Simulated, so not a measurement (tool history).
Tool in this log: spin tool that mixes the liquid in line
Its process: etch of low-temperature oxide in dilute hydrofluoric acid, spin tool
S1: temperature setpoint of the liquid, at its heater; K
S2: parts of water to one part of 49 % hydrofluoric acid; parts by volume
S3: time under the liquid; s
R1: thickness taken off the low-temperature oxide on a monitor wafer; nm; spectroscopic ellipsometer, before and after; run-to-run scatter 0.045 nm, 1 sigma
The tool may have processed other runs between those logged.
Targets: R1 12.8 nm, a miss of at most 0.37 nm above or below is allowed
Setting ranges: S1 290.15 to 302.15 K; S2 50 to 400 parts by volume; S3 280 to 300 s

{"run": 1, "hour": 0.0, "S1": 294.15, "S2": 225, "S3": 280, "R1": 12.012}
{"run": 2, "hour": 3.5, "S1": 294.15, "S2": 285, "S3": 280, "R1": 8.9892}
{"run": 3, "hour": 9.3, "S1": 296.65, "S2": 280, "S3": 280, "R1": 9.9881}
{"run": 4, "hour": 10.0, "S1": 298.15, "S2": 275, "S3": 280, "R1": 10.929}
{"hour": 13.4, "done": "hydrofluoric acid flow meter replaced"}
{"run": 5, "hour": 13.4, "S1": 299.65, "S2": 275, "S3": 280, "R1": 10.753}
{"run": 6, "hour": 21.5, "S1": 299.65, "S2": 330, "S3": 280, "R1": 8.4368}
{"run": 7, "hour": 24.1, "S1": 300.15, "S2": 305, "S3": 280, "R1": 9.5468}
{"run": 8, "hour": 29.8, "S1": 300.65, "S2": 290, "S3": 280, "R1": 10.312}
{"run": 9, "hour": 38.3, "S1": 301.15, "S2": 275, "S3": 280, "R1": 11.244}
{"run": 10, "hour": 47.1, "S1": 301.15, "S2": 265, "S3": 280, "R1": 11.888}
{"run": 11, "hour": 54.6, "S1": 301.15, "S2": 260, "S3": 280, "R1": 12.097}

Consider the 4 candidate settings below. Which is the only one whose results all fall within their allowed miss of target?
{"run": "A", "hour": 62.1, "S1": 298.65, "S2": 230, "S3": 280, "R1": "?"}
{"run": "B", "hour": 62.1, "S1": 299.15, "S2": 265, "S3": 295, "R1": "?"}
{"run": "C", "hour": 62.1, "S1": 301.65, "S2": 275, "S3": 280, "R1": "?"}
{"run": "D", "hour": 62.1, "S1": 302.15, "S2": 270, "S3": 280, "R1": "?"}

move=A R1=12.952
move=B R1=11.614
move=C R1=11.441
move=D R1=11.914
A: every result lands within tolerance
B: the biggest miss grows against the last run
C: the biggest miss grows against the last run
D: the biggest miss grows against the last run
Go with A: it meets all targets.
